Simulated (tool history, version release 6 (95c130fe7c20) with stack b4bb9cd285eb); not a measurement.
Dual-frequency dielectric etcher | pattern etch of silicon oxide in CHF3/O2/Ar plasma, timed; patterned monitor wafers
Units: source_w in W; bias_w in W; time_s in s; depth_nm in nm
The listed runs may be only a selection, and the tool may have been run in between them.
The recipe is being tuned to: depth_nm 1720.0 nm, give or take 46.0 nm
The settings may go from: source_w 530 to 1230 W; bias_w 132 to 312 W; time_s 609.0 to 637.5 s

run 1 hour=0.0 | source_w=880 bias_w=222 time_s=609.0 | depth_nm=1460.2
run 2 hour=4.3 | source_w=950 bias_w=230 time_s=611.0 | depth_nm=1527.5
run 3 hour=10.5 | source_w=950 bias_w=260 time_s=611.0 | depth_nm=1595.9
run 4 hour=19.3 | source_w=950 bias_w=233 time_s=611.0 | depth_nm=1541.4
run 5 hour=26.2 | source_w=950 bias_w=233 time_s=637.5 | depth_nm=1611.8
run 6 hour=33.4 | source_w=980 bias_w=236 time_s=637.5 | depth_nm=1650.7
run 7 hour=41.0 | source_w=980 bias_w=236 time_s=637.5 | depth_nm=1642.6
run 8 hour=49.7 | source_w=1000 bias_w=238 time_s=637.5 | depth_nm=1667.4

Of the 5 settings listed for the next run, only one would bring every result within its allowed miss of target. Which one?
run A hour=58.4 | source_w=960 bias_w=223 time_s=637.5 | depth_nm=?
run B hour=58.4 | source_w=1060 bias_w=222 time_s=619.0 | depth_nm=?
run C hour=58.4 | source_w=1010 bias_w=257 time_s=637.5 | depth_nm=?
run D hour=58.4 | source_w=820 bias_w=281 time_s=637.5 | depth_nm=?
run E hour=58.4 | source_w=1040 bias_w=237 time_s=617.0 | depth_nm=?

move=A depth_nm=1601.0
move=B depth_nm=1629.7
move=C depth_nm=1709.1
move=D depth_nm=1581.6
move=E depth_nm=1639.2
A: moves away from the targets compared with the last run
B: moves away from the targets compared with the last run
C: every result within its allowed miss
D: moves away from the targets compared with the last run
E: moves away from the targets compared with the last run
C meets every target.

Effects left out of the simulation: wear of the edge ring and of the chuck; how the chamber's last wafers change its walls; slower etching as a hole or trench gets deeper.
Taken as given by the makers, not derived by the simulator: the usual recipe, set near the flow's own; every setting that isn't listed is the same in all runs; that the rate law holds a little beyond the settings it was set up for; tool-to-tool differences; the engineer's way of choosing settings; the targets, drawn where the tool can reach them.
